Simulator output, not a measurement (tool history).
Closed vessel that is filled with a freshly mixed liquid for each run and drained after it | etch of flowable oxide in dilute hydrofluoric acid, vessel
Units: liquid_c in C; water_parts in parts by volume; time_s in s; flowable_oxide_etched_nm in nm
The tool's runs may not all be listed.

run 1 hour=0.0 | liquid_c=24.0 water_parts=270 time_s=30 | flowable_oxide_etched_nm=5.1452
run 2 hour=5.8 | liquid_c=24.0 water_parts=270 time_s=30 | flowable_oxide_etched_nm=5.3342
run 3 hour=10.4 | liquid_c=25.0 water_parts=260 time_s=30 | flowable_oxide_etched_nm=5.7787
run 4 hour=18.3 | liquid_c=26.0 water_parts=255 time_s=30 | flowable_oxide_etched_nm=6.0353
run 5 hour=23.9 | liquid_c=29.0 water_parts=255 time_s=30 | flowable_oxide_etched_nm=6.7674
run 6 hour=26.6 | liquid_c=29.5 water_parts=250 time_s=30 | flowable_oxide_etched_nm=7.0083
run 7 hour=31.1 | liquid_c=30.0 water_parts=245 time_s=30 | flowable_oxide_etched_nm=7.2954
run 8 hour=37.2 | liquid_c=30.5 water_parts=240 time_s=30 | flowable_oxide_etched_nm=7.7933

Forecast run 9:
run 9 hour=42.5 | liquid_c=30.5 water_parts=235 time_s=30 | flowable_oxide_etched_nm=?

{"run 9": {"flowable_oxide_etched_nm": 7.9682}}
